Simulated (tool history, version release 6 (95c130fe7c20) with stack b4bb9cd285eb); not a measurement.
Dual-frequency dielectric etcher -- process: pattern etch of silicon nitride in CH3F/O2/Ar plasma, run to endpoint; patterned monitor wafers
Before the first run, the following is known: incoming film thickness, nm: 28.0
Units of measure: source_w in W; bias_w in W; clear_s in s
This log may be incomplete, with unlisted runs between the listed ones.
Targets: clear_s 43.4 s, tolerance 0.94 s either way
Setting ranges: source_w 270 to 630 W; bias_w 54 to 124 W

Run 1, hour 0: source_w 450 W, bias_w 89 W. Result: clear_s 33.184 s.
Run 2, hour 7.7: source_w 420 W, bias_w 89 W. Result: clear_s 34.059 s.
Run 3, hour 14.1: source_w 420 W, bias_w 83 W. Result: clear_s 35.248 s.
Run 4, hour 16.4: source_w 420 W, bias_w 97 W. Result: clear_s 33.011 s.
Run 5, hour 19.2: source_w 480 W, bias_w 97 W. Result: clear_s 31.418 s.
Run 6, hour 23.8: source_w 480 W, bias_w 108 W. Result: clear_s 30.177 s.
Run 7, hour 29: source_w 440 W, bias_w 100 W. Result: clear_s 32.43 s.
Run 8, hour 30: source_w 410 W, bias_w 94 W. Result: clear_s 34.338 s.
Run 9, hour 38.2: source_w 390 W, bias_w 91 W. Result: clear_s 35.406 s.
Run 10, hour 43.2: source_w 370 W, bias_w 88 W. Result: clear_s 36.545 s.
Run 11, hour 50.6: source_w 350 W, bias_w 85 W. Result: clear_s 38.17 s.
Run 12, hour 55.8: source_w 340 W, bias_w 84 W. Result: clear_s 39.415 s.
Run 13, hour 63.1: source_w 330 W, bias_w 84 W. Result: clear_s 39.572 s.
Run 14, hour 65.6: source_w 320 W, bias_w 83 W. Result: clear_s 40.48 s.
Run 15, hour 70.1: source_w 310 W, bias_w 83 W. Result: clear_s 41.448 s.

Pick the move, out of 4, that brings all results within their allowed miss; only one does.
Run A, hour 74.6: source_w 310 W, bias_w 88 W. Result: clear_s ?.
Run B, hour 74.6: source_w 300 W, bias_w 88 W. Result: clear_s ?.
Run C, hour 74.6: source_w 270 W, bias_w 81 W. Result: clear_s ?.
Run D, hour 74.6: source_w 290 W, bias_w 82 W. Result: clear_s ?.

move  clear_s
   A   41.055
   B    41.83
   C   45.793
   D   43.689
A: lands further from the targets than the last run did
B: better than the last run, though not everything is in spec
C: pushes the last run's worst result past its target
D: all results in spec
D meets every target.
